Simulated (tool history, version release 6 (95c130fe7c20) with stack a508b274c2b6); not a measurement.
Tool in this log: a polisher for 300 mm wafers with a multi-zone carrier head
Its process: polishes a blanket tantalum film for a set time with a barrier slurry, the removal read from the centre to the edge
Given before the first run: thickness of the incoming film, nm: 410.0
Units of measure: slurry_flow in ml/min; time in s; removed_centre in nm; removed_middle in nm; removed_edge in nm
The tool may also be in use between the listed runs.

| run | hour | slurry_flow | centre_zone | middle_zone | edge_zone | slurry_solids | time | removed_centre | removed_middle | removed_edge |
|---|---|---|---|---|---|---|---|---|---|---|
| 1 | 0 | 315 | 1 | 1 | 1 | 1 | 49 | 116.54 | 121.22 | 118.58 |
| 2 | 4.8 | 320 | 1.01 | 1.01 | 1.05 | 1.1 | 49 | 121.45 | 124.68 | 123.68 |
| 3 | 7.3 | 325 | 1 | 1.01 | 1.08 | 1.2 | 49 | 120.43 | 128.41 | 129.85 |
| 4 | 11 | 360 | 1 | 1.01 | 1.08 | 1.2 | 49 | 124.38 | 128.77 | 131.11 |
| 5 | 17.9 | 360 | 1 | 1.01 | 1 | 1.2 | 49 | 123.07 | 128.37 | 127.69 |
| 6 | 20.1 | 360 | 1 | 1.06 | 1 | 1.2 | 49 | 122.85 | 133.81 | 123.4 |

What does the tool deliver on the next run?
| 7 | 28.6 | 365 | 1 | 1.05 | 1.03 | 1.25 | 49 | ? | ? | ? |

removed_centre: 124.99 nm
removed_middle: 133.52 nm
removed_edge: 130.68 nm
